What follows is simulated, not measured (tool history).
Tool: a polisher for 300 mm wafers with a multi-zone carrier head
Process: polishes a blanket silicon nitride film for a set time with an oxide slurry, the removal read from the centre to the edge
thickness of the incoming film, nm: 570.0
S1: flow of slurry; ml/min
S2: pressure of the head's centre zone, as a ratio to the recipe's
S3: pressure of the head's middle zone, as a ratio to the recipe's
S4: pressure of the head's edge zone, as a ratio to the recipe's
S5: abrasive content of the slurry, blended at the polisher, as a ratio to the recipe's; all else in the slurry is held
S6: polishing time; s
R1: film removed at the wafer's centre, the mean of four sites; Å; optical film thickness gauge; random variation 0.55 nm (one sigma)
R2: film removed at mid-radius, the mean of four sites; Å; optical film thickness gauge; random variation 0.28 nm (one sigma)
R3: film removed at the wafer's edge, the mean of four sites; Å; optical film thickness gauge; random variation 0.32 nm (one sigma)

run  hour   S1    S2    S3    S4    S5  S6      R1      R2      R3
  1     0  250     1     1     1     1  54  416.51  428.09  396.07
  2   1.7  240  0.99     1  0.95  0.95  54  396.98  418.09  376.02
  3   7.9  230  0.99     1  0.91  0.95  54  410.04  411.38   366.4
  4  11.6  225  0.97  1.01  0.89  0.95  54  387.73   415.5  357.57
  5  15.6  225  0.97  1.01  0.89  0.95  44  321.78  339.09  294.67
  6  18.4  250     1  1.04  0.93     1  44  339.29  358.38   306.3

Run 7 comes next. What will it give?
  7  26.5  260  1.02  1.06  0.97  1.05  44   ?   ?   ?

{"run 7": {"R1": 367.54, "R2": 379.16, "R3": 323.22}}
